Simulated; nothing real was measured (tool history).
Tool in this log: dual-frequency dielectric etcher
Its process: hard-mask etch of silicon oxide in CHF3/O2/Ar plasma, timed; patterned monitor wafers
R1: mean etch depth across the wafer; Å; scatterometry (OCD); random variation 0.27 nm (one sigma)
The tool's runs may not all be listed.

{"run": 1, "day": 0.0, "source power (W)": 680, "bias power (W)": 161, "etch time (s)": 33, "R1": 640.61}
{"run": 2, "day": 0.229, "source power (W)": 680, "bias power (W)": 141, "etch time (s)": 33, "R1": 603.84}
{"run": 3, "day": 0.521, "source power (W)": 770, "bias power (W)": 141, "etch time (s)": 33, "R1": 639.97}
{"run": 4, "day": 0.567, "source power (W)": 820, "bias power (W)": 145, "etch time (s)": 33, "R1": 667.97}
{"run": 5, "day": 0.821, "source power (W)": 860, "bias power (W)": 147, "etch time (s)": 33, "R1": 683.12}
{"run": 6, "day": 0.862, "source power (W)": 860, "bias power (W)": 147, "etch time (s)": 34, "R1": 702.15}
{"run": 7, "day": 0.996, "source power (W)": 880, "bias power (W)": 148, "etch time (s)": 34, "R1": 715.27}
{"day": 1.162, "done": "wet clean of the chamber"}
{"run": 8, "day": 1.162, "source power (W)": 910, "bias power (W)": 149, "etch time (s)": 34, "R1": 754.02}
{"run": 9, "day": 1.325, "source power (W)": 900, "bias power (W)": 149, "etch time (s)": 34, "R1": 747.43}

Run 10, settings as shown, results not yet in. Your forecast:
{"run": 10, "day": 1.658, "source power (W)": 890, "bias power (W)": 149, "etch time (s)": 34, "R1": "?"}

R1: 741.1 Å
